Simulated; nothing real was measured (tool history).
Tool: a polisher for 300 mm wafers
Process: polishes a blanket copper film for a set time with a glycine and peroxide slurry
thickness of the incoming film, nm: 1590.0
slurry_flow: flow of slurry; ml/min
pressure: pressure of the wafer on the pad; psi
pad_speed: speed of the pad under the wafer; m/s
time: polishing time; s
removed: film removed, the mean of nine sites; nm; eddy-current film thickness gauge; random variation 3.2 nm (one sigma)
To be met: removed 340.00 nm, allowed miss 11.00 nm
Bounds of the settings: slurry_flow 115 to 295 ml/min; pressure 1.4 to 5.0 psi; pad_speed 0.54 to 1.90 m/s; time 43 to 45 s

{"run": 1, "day": 0.0, "slurry_flow": 190, "pressure": 3.2, "pad_speed": 1.22, "time": 43, "removed": 273.41}
{"run": 2, "day": 0.042, "slurry_flow": 190, "pressure": 2.8, "pad_speed": 1.22, "time": 43, "removed": 246.16}
{"run": 3, "day": 0.354, "slurry_flow": 190, "pressure": 2.8, "pad_speed": 1.22, "time": 43, "removed": 244.64}
{"run": 4, "day": 0.675, "slurry_flow": 190, "pressure": 3.5, "pad_speed": 1.22, "time": 43, "removed": 299.91}
{"run": 5, "day": 0.833, "slurry_flow": 195, "pressure": 3.6, "pad_speed": 1.22, "time": 43, "removed": 304.82}
{"run": 6, "day": 1.042, "slurry_flow": 195, "pressure": 3.1, "pad_speed": 1.22, "time": 43, "removed": 268.22}
{"run": 7, "day": 1.329, "slurry_flow": 200, "pressure": 3.3, "pad_speed": 1.22, "time": 43, "removed": 287.19}
{"run": 8, "day": 1.525, "slurry_flow": 215, "pressure": 3.4, "pad_speed": 1.22, "time": 43, "removed": 296.32}

Which of these 5 next moves meets every target?
{"run": "A", "day": 1.721, "slurry_flow": 200, "pressure": 3.3, "pad_speed": 1.24, "time": 43, "removed": "?"}
{"run": "B", "day": 1.721, "slurry_flow": 220, "pressure": 2.9, "pad_speed": 1.2, "time": 44, "removed": "?"}
{"run": "C", "day": 1.721, "slurry_flow": 190, "pressure": 2.5, "pad_speed": 1.5, "time": 45, "removed": "?"}
{"run": "D", "day": 1.721, "slurry_flow": 200, "pressure": 3.6, "pad_speed": 1.28, "time": 45, "removed": "?"}
{"run": "E", "day": 1.721, "slurry_flow": 195, "pressure": 3.6, "pad_speed": 1.06, "time": 43, "removed": "?"}

move=A removed=289.51
move=B removed=260.94
move=C removed=278.72
move=D removed=336.35
move=E removed=271.45
A: further off than the last run
B: further off than the last run
C: further off than the last run
D: meets every target
E: further off than the last run
Answer: D

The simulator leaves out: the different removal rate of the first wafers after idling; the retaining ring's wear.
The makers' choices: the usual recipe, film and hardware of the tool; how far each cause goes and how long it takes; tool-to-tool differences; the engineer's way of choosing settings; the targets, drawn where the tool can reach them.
